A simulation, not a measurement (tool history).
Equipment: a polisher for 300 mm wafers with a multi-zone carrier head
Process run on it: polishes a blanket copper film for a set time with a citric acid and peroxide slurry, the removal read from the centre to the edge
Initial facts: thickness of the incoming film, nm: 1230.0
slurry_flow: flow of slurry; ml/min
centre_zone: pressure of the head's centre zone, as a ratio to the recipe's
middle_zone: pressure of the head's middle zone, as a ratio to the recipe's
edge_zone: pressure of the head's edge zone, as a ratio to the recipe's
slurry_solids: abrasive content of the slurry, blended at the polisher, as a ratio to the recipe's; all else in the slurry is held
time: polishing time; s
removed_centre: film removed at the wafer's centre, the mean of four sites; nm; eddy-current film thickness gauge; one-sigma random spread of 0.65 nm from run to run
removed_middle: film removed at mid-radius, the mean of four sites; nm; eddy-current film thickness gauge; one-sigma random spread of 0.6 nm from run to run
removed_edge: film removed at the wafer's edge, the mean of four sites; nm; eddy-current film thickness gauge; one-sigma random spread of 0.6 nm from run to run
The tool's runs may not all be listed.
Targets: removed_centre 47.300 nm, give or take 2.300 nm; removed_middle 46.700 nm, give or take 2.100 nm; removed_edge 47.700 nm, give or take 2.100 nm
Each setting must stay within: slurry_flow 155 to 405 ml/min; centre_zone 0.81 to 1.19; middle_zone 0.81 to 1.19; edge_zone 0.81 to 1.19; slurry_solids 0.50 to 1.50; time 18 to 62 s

run,hour,slurry_flow,centre_zone,middle_zone,edge_zone,slurry_solids,time,removed_centre,removed_middle,removed_edge
1,0.0,260,1.00,1.00,1.00,1.00,40,79.799,79.370,75.732
2,4.7,260,1.00,1.07,1.00,1.00,40,78.791,84.119,76.210
3,8.0,255,0.98,1.03,0.99,0.90,37,68.354,72.836,68.345
4,9.8,255,0.98,0.96,0.99,0.90,37,67.970,68.450,68.946
5,10.9,255,0.98,1.00,0.99,0.90,37,69.153,71.344,69.038
6,17.3,255,0.90,1.00,0.99,0.90,37,65.279,70.138,68.200
7,21.1,260,0.92,0.98,0.96,0.80,35,59.854,63.840,61.843
8,28.4,250,0.97,0.88,0.86,0.55,29,45.233,42.882,41.536
9,34.6,255,0.97,0.89,0.89,0.55,29,44.041,43.269,44.307
10,41.7,260,0.98,0.90,0.90,0.55,29,45.948,43.839,44.361

Of the 5 settings listed for the next run, only one would bring every result within its allowed miss of target. Which one?
A,48.8,340,0.84,1.04,0.91,0.70,28,?,?,?
B,48.8,275,0.92,0.97,0.91,0.55,31,?,?,?
C,48.8,180,0.86,0.91,0.81,0.70,30,?,?,?
D,48.8,310,1.00,0.98,1.00,0.50,30,?,?,?
E,48.8,265,0.97,0.98,0.81,0.50,31,?,?,?

move,removed_centre,removed_middle,removed_edge
A,43.785,52.655,47.793
B,47.798,49.716,48.160
C,43.611,46.307,45.650
D,49.224,47.507,47.577
E,48.437,48.267,44.043
A: meets the target for the result that was furthest off, but another lies outside its allowed miss
B: meets the target for the result that was furthest off, but another lies outside its allowed miss
C: meets the target for the result that was furthest off, but another lies outside its allowed miss
D: every result within its allowed miss
E: further off than the last run
D is the move that brings every result within its allowed miss.

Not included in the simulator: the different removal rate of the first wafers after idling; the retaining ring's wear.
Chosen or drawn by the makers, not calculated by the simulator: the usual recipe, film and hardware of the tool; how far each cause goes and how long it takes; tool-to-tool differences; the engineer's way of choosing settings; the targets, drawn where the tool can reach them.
